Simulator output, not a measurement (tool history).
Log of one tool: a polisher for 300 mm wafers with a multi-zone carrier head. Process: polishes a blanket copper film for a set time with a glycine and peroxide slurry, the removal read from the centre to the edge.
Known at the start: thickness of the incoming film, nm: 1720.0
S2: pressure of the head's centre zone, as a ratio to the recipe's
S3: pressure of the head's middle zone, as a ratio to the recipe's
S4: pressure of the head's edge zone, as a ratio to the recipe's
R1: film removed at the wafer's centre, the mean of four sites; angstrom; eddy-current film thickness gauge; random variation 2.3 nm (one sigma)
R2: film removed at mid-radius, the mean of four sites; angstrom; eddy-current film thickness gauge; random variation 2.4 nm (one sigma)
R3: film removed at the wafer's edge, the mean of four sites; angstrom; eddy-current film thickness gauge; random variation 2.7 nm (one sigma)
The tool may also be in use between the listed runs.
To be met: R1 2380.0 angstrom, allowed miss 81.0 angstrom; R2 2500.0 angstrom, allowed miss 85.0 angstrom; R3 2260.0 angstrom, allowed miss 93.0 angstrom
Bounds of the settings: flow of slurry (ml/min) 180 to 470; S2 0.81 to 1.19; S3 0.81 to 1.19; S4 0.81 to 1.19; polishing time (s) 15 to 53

run 1 day=0.000 | flow_of_slurry_(ml/min)=300 S2=1.00 S3=1.00 S4=1.00 polishing_time_(s)=34 | R1=1977.7 R2=1973.2 R3=1927.1
run 2 day=0.312 | flow_of_slurry_(ml/min)=300 S2=0.93 S3=1.00 S4=1.00 polishing_time_(s)=34 | R1=1810.3 R2=1967.4 R3=1963.3
run 3 day=0.575 | flow_of_slurry_(ml/min)=300 S2=0.93 S3=1.00 S4=0.92 polishing_time_(s)=34 | R1=1842.5 R2=1974.9 R3=1918.9
run 4 day=0.946 | flow_of_slurry_(ml/min)=305 S2=0.95 S3=1.02 S4=0.93 polishing_time_(s)=35 | R1=1917.3 R2=2086.5 R3=1919.7
run 5 day=1.225 | flow_of_slurry_(ml/min)=305 S2=0.97 S3=1.03 S4=0.95 polishing_time_(s)=36 | R1=2050.0 R2=2184.5 R3=2013.6
run 6 day=1.412 | flow_of_slurry_(ml/min)=305 S2=1.03 S3=1.03 S4=0.95 polishing_time_(s)=36 | R1=2156.6 R2=2136.9 R3=2006.1
run 7 day=1.654 | flow_of_slurry_(ml/min)=310 S2=1.03 S3=1.05 S4=0.97 polishing_time_(s)=37 | R1=2236.2 R2=2267.5 R3=2115.4
run 8 day=1.700 | flow_of_slurry_(ml/min)=320 S2=1.04 S3=1.07 S4=0.98 polishing_time_(s)=37 | R1=2261.5 R2=2306.8 R3=2052.4

Which of these 5 next moves meets every target?
run A day=1.746 | flow_of_slurry_(ml/min)=345 S2=1.05 S3=1.12 S4=0.95 polishing_time_(s)=35 | R1=? R2=? R3=?
run B day=1.746 | flow_of_slurry_(ml/min)=315 S2=1.04 S3=1.10 S4=1.01 polishing_time_(s)=39 | R1=? R2=? R3=?
run C day=1.746 | flow_of_slurry_(ml/min)=400 S2=1.07 S3=1.15 S4=0.97 polishing_time_(s)=35 | R1=? R2=? R3=?
run D day=1.746 | flow_of_slurry_(ml/min)=290 S2=1.07 S3=1.15 S4=1.01 polishing_time_(s)=32 | R1=? R2=? R3=?
run E day=1.746 | flow_of_slurry_(ml/min)=265 S2=1.13 S3=0.90 S4=0.99 polishing_time_(s)=39 | R1=? R2=? R3=?

move=A R1=2167.7 R2=2294.1 R3=1994.6
move=B R1=2368.9 R2=2495.1 R3=2263.3
move=C R1=2240.1 R2=2376.0 R3=2029.9
move=D R1=1981.6 R2=2107.9 R3=1843.4
move=E R1=2517.2 R2=2065.0 R3=2217.8
A: further off than the last run
B: meets every target
C: further off than the last run
D: further off than the last run
E: further off than the last run
The right move is B.
